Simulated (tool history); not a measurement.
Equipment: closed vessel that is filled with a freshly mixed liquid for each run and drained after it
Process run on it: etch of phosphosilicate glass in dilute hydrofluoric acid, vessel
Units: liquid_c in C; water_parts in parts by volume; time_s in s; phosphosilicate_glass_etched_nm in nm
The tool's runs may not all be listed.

| run | hour | liquid_c | water_parts | time_s | phosphosilicate_glass_etched_nm |
|---|---|---|---|---|---|
| 1 | 0.0 | 22.0 | 165 | 30 | 24.242 |
| 2 | 5.0 | 23.5 | 145 | 30 | 29.915 |
| 3 | 8.4 | 26.0 | 145 | 30 | 33.002 |
| 4 | 15.2 | 26.5 | 130 | 30 | 38.283 |
| 5 | 21.2 | 25.0 | 130 | 30 | 36.031 |
| 6 | 22.0 | 26.0 | 120 | 30 | 41.045 |
| 7 | 23.6 | 26.5 | 110 | 30 | 46.353 |
| 8 | 29.9 | 27.0 | 105 | 30 | 49.292 |
| 9 | 38.2 | 27.5 | 100 | 30 | 53.628 |

Estimate the outcome of run 10 from the log above:
| 10 | 41.1 | 30.0 | 70 | 30 | ? |

{"run 10": {"phosphosilicate_glass_etched_nm": 88.005}}

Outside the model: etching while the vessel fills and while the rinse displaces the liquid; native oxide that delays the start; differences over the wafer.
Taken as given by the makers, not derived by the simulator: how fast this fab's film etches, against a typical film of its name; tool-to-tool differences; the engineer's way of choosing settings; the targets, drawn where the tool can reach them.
